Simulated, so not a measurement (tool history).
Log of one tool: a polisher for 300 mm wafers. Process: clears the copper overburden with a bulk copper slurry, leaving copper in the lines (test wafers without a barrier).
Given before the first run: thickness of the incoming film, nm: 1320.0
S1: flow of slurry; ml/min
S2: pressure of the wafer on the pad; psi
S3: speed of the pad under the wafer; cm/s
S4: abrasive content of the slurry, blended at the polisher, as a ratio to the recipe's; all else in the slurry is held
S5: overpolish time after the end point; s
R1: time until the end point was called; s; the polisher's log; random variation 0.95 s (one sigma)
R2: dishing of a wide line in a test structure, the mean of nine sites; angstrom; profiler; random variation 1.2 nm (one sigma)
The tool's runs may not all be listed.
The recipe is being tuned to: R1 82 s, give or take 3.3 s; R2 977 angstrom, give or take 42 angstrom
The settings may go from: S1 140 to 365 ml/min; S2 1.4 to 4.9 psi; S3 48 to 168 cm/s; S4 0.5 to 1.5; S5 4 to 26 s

run  hour   S1   S2   S3  S4  S5      R1      R2
  1     0  235  3.1  108   1  13  116.41  711.54
  2   7.6  235  3.3  108   1  13   110.6  734.62
  3  13.6  280  3.3  108   1  13  109.63  759.96
  4  20.7  280  3.4  108   1  13  104.76  763.38
  5  21.3  280  3.5  108   1  13  104.01   774.3
  6    26  280  3.5  108   1  19  103.01  911.02
  7  30.5  280  3.6  108   1  19   101.8  918.25
  8  32.6  280  3.6  108   1  19   102.6   933.8
  9    37  280  3.7  108   1  18   101.6  893.25
 10  42.7  280  3.9  108   1  18  95.061   930.2
 11  46.7  280    4  108   1  18  97.449  939.65
 12  48.8  285  4.1  108   1  17  92.847  941.47
 13  49.6  285  4.2  108   1  17  93.058  944.55

Of the 5 settings listed for the next run, only one would bring every result within its allowed miss of target. Which one?
  A  50.4  295  3.8  138     1  17   ?   ?
  B  50.4  280  4.4  136     1  12   ?   ?
  C  50.4  290  4.3   94   0.8  20   ?   ?
  D  50.4  265  3.9  146  1.35  13   ?   ?
  E  50.4  325  4.9  124   1.2  11   ?   ?

move      R1      R2
   A  82.468  972.43
   B   75.99  881.14
   C  101.26  968.69
   D  75.537  907.13
   E  72.416  871.96
A: all results land within tolerance of their targets
B: takes the result that was furthest off past its target
C: the biggest miss grows against the last run
D: takes the result that was furthest off past its target
E: takes the result that was furthest off past its target
Move A is the one to make.
